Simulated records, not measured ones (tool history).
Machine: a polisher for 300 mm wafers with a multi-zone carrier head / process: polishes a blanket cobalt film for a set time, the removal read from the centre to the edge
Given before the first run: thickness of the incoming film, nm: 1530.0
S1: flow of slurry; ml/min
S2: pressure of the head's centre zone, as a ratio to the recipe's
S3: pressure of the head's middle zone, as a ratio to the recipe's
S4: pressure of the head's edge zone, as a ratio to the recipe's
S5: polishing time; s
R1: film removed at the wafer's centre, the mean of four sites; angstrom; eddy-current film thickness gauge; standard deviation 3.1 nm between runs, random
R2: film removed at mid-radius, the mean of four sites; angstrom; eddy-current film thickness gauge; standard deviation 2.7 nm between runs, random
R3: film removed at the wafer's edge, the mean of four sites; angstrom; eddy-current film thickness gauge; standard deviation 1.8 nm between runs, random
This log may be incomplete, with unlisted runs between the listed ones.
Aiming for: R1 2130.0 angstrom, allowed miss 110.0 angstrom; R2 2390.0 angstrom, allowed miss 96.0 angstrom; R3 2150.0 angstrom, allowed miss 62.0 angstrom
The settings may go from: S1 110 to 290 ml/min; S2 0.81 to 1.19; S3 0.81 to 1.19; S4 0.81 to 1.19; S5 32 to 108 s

run 1 hour=0.0 | S1=185 S2=1.00 S3=1.00 S4=1.00 S5=70 | R1=3460.1 R2=3265.4 R3=3424.6
run 2 hour=5.9 | S1=185 S2=1.00 S3=1.00 S4=1.03 S5=70 | R1=3466.8 R2=3245.7 R3=3452.1
run 3 hour=12.6 | S1=185 S2=1.00 S3=1.07 S4=1.03 S5=70 | R1=3436.4 R2=3440.0 R3=3485.7
run 4 hour=18.3 | S1=185 S2=1.04 S3=1.07 S4=1.03 S5=70 | R1=3525.6 R2=3501.4 R3=3462.1
run 5 hour=20.5 | S1=175 S2=1.02 S3=1.09 S4=0.99 S5=61 | R1=3079.1 R2=3060.5 R3=2955.0
run 6 hour=25.6 | S1=170 S2=0.98 S3=1.11 S4=0.96 S5=56 | R1=2646.2 R2=2810.6 R3=2662.1
run 7 hour=32.1 | S1=165 S2=0.96 S3=1.11 S4=0.92 S5=53 | R1=2446.4 R2=2702.5 R3=2448.1
run 8 hour=35.7 | S1=155 S2=0.94 S3=1.09 S4=0.89 S5=52 | R1=2257.3 R2=2472.0 R3=2388.2
run 9 hour=44.3 | S1=155 S2=0.95 S3=1.10 S4=0.87 S5=51 | R1=2287.4 R2=2501.1 R3=2304.2
run 10 hour=51.1 | S1=150 S2=0.95 S3=1.10 S4=0.85 S5=51 | R1=2276.1 R2=2548.7 R3=2200.5
run 11 hour=52.8 | S1=145 S2=0.94 S3=1.09 S4=0.85 S5=51 | R1=2147.2 R2=2438.3 R3=2228.7

Consider the 5 candidate settings below. Which is the only one whose results all fall within their allowed miss of target?
run A hour=54.5 | S1=110 S2=0.85 S3=1.19 S4=0.81 S5=53 | R1=? R2=? R3=?
run B hour=54.5 | S1=120 S2=0.81 S3=1.17 S4=0.83 S5=54 | R1=? R2=? R3=?
run C hour=54.5 | S1=125 S2=0.96 S3=1.13 S4=0.85 S5=51 | R1=? R2=? R3=?
run D hour=54.5 | S1=130 S2=0.88 S3=1.15 S4=0.82 S5=54 | R1=? R2=? R3=?
run E hour=54.5 | S1=150 S2=0.90 S3=1.19 S4=0.81 S5=50 | R1=? R2=? R3=?

move=A R1=1971.8 R2=2578.5 R3=2169.3
move=B R1=1989.1 R2=2659.2 R3=2275.9
move=C R1=2197.6 R2=2463.8 R3=2191.0
move=D R1=2187.0 R2=2677.6 R3=2299.6
move=E R1=2146.8 R2=2642.7 R3=2169.2
A: puts the biggest miss on target and leaves a different result outside tolerance
B: its largest miss is bigger than the last run's
C: in spec on every target
D: its largest miss is bigger than the last run's
E: puts the biggest miss on target and leaves a different result outside tolerance
C is the move that brings every result within its allowed miss.
